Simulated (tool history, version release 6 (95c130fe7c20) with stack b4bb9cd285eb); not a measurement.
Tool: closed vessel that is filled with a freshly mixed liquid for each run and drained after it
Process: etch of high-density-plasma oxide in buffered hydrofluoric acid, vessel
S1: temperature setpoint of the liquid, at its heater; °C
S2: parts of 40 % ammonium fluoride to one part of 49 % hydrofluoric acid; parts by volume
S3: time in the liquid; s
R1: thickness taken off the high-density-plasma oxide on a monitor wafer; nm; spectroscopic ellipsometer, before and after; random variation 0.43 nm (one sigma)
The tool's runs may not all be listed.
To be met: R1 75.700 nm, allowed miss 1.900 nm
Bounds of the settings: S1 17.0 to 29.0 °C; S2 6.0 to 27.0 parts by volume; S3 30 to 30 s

Run 1, hour 0.0: S1 21.0 °C, S2 16.5 parts by volume, S3 30 s. Result: R1 30.634 nm.
Run 2, hour 0.9: S1 21.0 °C, S2 16.5 parts by volume, S3 30 s. Result: R1 30.623 nm.
Run 3, hour 7.9: S1 22.5 °C, S2 15.0 parts by volume, S3 30 s. Result: R1 36.307 nm.
Run 4, hour 12.3: S1 25.0 °C, S2 15.0 parts by volume, S3 30 s. Result: R1 41.998 nm.
Run 5, hour 13.5: S1 25.0 °C, S2 19.0 parts by volume, S3 30 s. Result: R1 32.963 nm.
Run 6, hour 22.5: S1 22.5 °C, S2 19.0 parts by volume, S3 30 s. Result: R1 29.148 nm.
Run 7, hour 30.8: S1 23.5 °C, S2 17.0 parts by volume, S3 30 s. Result: R1 34.287 nm.
Run 8, hour 33.8: S1 24.5 °C, S2 15.5 parts by volume, S3 30 s. Result: R1 39.645 nm.
Run 9, hour 42.2: S1 25.5 °C, S2 14.5 parts by volume, S3 30 s. Result: R1 44.373 nm.
Run 10, hour 49.8: S1 26.0 °C, S2 13.5 parts by volume, S3 30 s. Result: R1 49.327 nm.
Run 11, hour 57.6: S1 26.5 °C, S2 13.0 parts by volume, S3 30 s. Result: R1 52.515 nm.
Run 12, hour 65.6: S1 27.0 °C, S2 12.5 parts by volume, S3 30 s. Result: R1 55.627 nm.
Run 13, hour 69.9: S1 27.5 °C, S2 12.0 parts by volume, S3 30 s. Result: R1 59.891 nm.
Run 14, hour 75.7: S1 28.0 °C, S2 11.5 parts by volume, S3 30 s. Result: R1 64.114 nm.
Run 15, hour 76.4: S1 29.0 °C, S2 9.5 parts by volume, S3 30 s. Result: R1 80.055 nm.
Run 16, hour 80.9: S1 28.5 °C, S2 9.5 parts by volume, S3 30 s. Result: R1 78.524 nm.
Run 17, hour 84.9: S1 27.5 °C, S2 9.5 parts by volume, S3 30 s. Result: R1 73.594 nm.

4 next moves are on the table. One of them brings every result within its allowed miss. Which?
Run A, hour 88.9: S1 28.5 °C, S2 11.0 parts by volume, S3 30 s. Result: R1 ?.
Run B, hour 88.9: S1 27.0 °C, S2 10.0 parts by volume, S3 30 s. Result: R1 ?.
Run C, hour 88.9: S1 28.5 °C, S2 10.0 parts by volume, S3 30 s. Result: R1 ?.
Run D, hour 88.9: S1 25.5 °C, S2 8.5 parts by volume, S3 30 s. Result: R1 ?.

move      R1
   A  68.392
   B  69.279
   C  75.034
   D  72.663
A: further off than the last run
B: further off than the last run
C: meets every target
D: further off than the last run
Move C is the one to make.

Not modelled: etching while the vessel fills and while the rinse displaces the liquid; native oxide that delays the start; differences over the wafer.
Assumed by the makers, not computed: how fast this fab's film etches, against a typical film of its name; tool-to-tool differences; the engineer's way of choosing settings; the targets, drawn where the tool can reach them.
